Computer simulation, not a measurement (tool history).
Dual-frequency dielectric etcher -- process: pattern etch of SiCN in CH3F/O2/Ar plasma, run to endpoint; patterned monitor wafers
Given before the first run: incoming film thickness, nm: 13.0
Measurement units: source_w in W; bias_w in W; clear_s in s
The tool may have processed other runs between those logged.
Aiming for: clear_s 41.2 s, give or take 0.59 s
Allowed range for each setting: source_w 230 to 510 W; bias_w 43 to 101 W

| run | day | source_w | bias_w | clear_s |
|---|---|---|---|---|
| 1 | 0 | 370 | 72 | 35.113 |
| 2 | 0.212 | 370 | 81 | 33.654 |
| 3 | 0.4 | 370 | 91 | 32.453 |
| 4 | 0.708 | 370 | 101 | 30.882 |
| 5 | 1.071 | 330 | 101 | 32.222 |
| 6 | 1.325 | 300 | 101 | 33.006 |
| 7 | 1.483 | 300 | 101 | 33.104 |
| 8 | 1.562 | 280 | 93 | 34.98 |
| 9 | 1.754 | 270 | 87 | 36.296 |
|  | 2.125 | source power generator calibrated |
| 10 | 2.125 | 260 | 82 | 37.619 |

5 next moves are on the table. One of them brings every result within its allowed miss. Which?
| A | 2.496 | 250 | 75 | ? |
| B | 2.496 | 240 | 67 | ? |
| C | 2.496 | 230 | 78 | ? |
| D | 2.496 | 240 | 59 | ? |
| E | 2.496 | 230 | 79 | ? |

| move | clear_s |
|---|---|
| A | 39.494 |
| B | 41.592 |
| C | 39.912 |
| D | 43.441 |
| E | 39.729 |
A: an improvement on the last run, though not all results are within tolerance
B: hits every target within its allowed miss
C: an improvement on the last run, though not all results are within tolerance
D: moves the result that the last run missed by most past its target, out the other side
E: an improvement on the last run, though not all results are within tolerance
The right move is B.

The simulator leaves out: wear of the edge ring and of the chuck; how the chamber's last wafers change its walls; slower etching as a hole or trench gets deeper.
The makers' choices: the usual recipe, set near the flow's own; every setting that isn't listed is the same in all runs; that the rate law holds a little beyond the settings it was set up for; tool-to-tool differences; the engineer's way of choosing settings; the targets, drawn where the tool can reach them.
